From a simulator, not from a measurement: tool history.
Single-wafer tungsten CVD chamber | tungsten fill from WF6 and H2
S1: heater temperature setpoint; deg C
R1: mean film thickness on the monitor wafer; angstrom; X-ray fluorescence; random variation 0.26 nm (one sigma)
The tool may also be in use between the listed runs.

Run 1, hour 0.0: S1 385 deg C, chamber pressure (Torr) 44.1, deposition time (s) 14.7. Result: R1 355.29 angstrom.
Run 2, hour 4.8: S1 390 deg C, chamber pressure (Torr) 44.4, deposition time (s) 14.7. Result: R1 390.48 angstrom.
Run 3, hour 6.0: S1 390 deg C, chamber pressure (Torr) 40.6, deposition time (s) 14.7. Result: R1 370.02 angstrom.
Run 4, hour 13.2: S1 390 deg C, chamber pressure (Torr) 33.7, deposition time (s) 14.7. Result: R1 343.84 angstrom.
Run 5, hour 21.5: S1 390 deg C, chamber pressure (Torr) 33.7, deposition time (s) 14.7. Result: R1 342.60 angstrom.
Run 6, hour 23.6: S1 390 deg C, chamber pressure (Torr) 33.7, deposition time (s) 13.9. Result: R1 322.78 angstrom.
Run 7, hour 28.6: S1 396 deg C, chamber pressure (Torr) 34.7, deposition time (s) 13.9. Result: R1 365.29 angstrom.
Run 8, hour 37.0: S1 408 deg C, chamber pressure (Torr) 36.8, deposition time (s) 14.0. Result: R1 452.47 angstrom.

Run 9 comes next. What will it give?
Run 9, hour 38.3: S1 408 deg C, chamber pressure (Torr) 37.5, deposition time (s) 14.0. Result: R1 ?.

R1: 457.53 angstrom
